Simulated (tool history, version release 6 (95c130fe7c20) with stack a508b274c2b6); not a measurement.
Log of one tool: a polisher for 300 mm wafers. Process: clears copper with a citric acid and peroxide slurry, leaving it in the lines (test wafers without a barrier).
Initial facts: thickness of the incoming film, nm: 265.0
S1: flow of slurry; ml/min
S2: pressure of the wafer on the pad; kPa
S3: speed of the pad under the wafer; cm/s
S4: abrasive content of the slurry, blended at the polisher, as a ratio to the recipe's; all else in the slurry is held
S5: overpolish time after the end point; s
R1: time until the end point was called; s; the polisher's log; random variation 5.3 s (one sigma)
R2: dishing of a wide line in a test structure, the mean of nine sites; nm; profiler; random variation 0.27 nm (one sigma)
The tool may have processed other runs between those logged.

| run | day | S1 | S2 | S3 | S4 | S5 | R1 | R2 |
|---|---|---|---|---|---|---|---|---|
| 1 | 0.000 | 155 | 15.9 | 116 | 1.0 | 26 | 111.23 | 38.024 |
| 2 | 0.250 | 150 | 13.1 | 102 | 1.0 | 26 | 149.01 | 29.217 |
| 3 | 0.617 | 165 | 13.1 | 102 | 1.0 | 26 | 149.36 | 29.119 |
| 4 | 0.862 | 165 | 13.1 | 76 | 1.0 | 26 | 196.15 | 23.437 |
| 5 | 0.954 | 165 | 13.1 | 98 | 1.0 | 26 | 154.34 | 28.055 |
| 6 | 1.321 | 165 | 11.0 | 90 | 1.0 | 27 | 193.84 | 23.700 |
| 7 | 1.625 | 165 | 9.7 | 86 | 1.0 | 28 | 228.63 | 20.757 |
| 8 | 1.892 | 165 | 9.0 | 86 | 1.0 | 29 | 247.52 | 19.856 |
| 9 | 2.075 | 165 | 9.0 | 86 | 1.0 | 29 | 249.00 | 20.285 |

Estimate the outcome of run 10 from the log above:
| 10 | 2.208 | 165 | 8.3 | 86 | 1.0 | 29 | ? | ? |

{"run 10": {"R1": 268.29, "R2": 18.722}}
